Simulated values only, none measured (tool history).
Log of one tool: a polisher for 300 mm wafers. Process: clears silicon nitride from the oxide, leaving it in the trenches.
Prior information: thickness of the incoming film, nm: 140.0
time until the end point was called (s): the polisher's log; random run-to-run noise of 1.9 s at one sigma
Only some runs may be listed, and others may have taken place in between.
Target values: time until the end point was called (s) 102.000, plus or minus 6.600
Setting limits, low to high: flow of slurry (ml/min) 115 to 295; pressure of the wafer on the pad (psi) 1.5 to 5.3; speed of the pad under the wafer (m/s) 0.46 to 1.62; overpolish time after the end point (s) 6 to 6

| run | hour | flow of slurry (ml/min) | pressure of the wafer on the pad (psi) | speed of the pad under the wafer (m/s) | overpolish time after the end point (s) | time until the end point was called (s) |
|---|---|---|---|---|---|---|
| 1 | 0.0 | 190 | 3.4 | 1.04 | 6 | 162.860 |
| 2 | 1.3 | 190 | 4.2 | 1.04 | 6 | 128.970 |
| 3 | 3.5 | 190 | 4.2 | 0.84 | 6 | 163.420 |
| 4 | 5.0 | 190 | 3.5 | 0.84 | 6 | 190.970 |
| 5 | 10.5 | 190 | 3.5 | 0.84 | 6 | 189.310 |
| 6 | 17.6 | 190 | 2.7 | 0.84 | 6 | 253.290 |
| 7 | 26.2 | 190 | 3.7 | 0.94 | 6 | 163.260 |
| 8 | 29.5 | 190 | 3.8 | 0.94 | 6 | 163.330 |
| 9 | 30.9 | 190 | 3.9 | 0.94 | 6 | 159.140 |
| 10 | 38.9 | 190 | 4.0 | 0.96 | 6 | 151.560 |
| 11 | 42.2 | 190 | 4.1 | 0.96 | 6 | 144.250 |
| 12 | 46.8 | 190 | 4.2 | 0.96 | 6 | 136.570 |
| 13 | 49.7 | 190 | 4.3 | 0.96 | 6 | 140.130 |
| 14 | 53.5 | 190 | 4.4 | 0.96 | 6 | 137.260 |
| 15 | 61.5 | 190 | 4.5 | 0.96 | 6 | 135.690 |

5 next moves are on the table. One of them brings every result within its allowed miss. Which?
| A | 69.5 | 220 | 5.0 | 1.30 | 6 | ? |
| B | 69.5 | 230 | 4.0 | 0.62 | 6 | ? |
| C | 69.5 | 185 | 5.0 | 1.12 | 6 | ? |
| D | 69.5 | 190 | 4.2 | 1.08 | 6 | ? |
| E | 69.5 | 165 | 4.6 | 0.72 | 6 | ? |

| move | time until the end point was called (s) |
|---|---|
| A | 89.492 |
| B | 220.570 |
| C | 105.060 |
| D | 128.540 |
| E | 174.380 |
A: the result that was furthest off in the last run now lies on the other side of its target
B: further off than the last run
C: all results land within tolerance of their targets
D: gains on the last run, yet a result remains outside its allowed miss
E: further off than the last run
The move that meets every target is C.

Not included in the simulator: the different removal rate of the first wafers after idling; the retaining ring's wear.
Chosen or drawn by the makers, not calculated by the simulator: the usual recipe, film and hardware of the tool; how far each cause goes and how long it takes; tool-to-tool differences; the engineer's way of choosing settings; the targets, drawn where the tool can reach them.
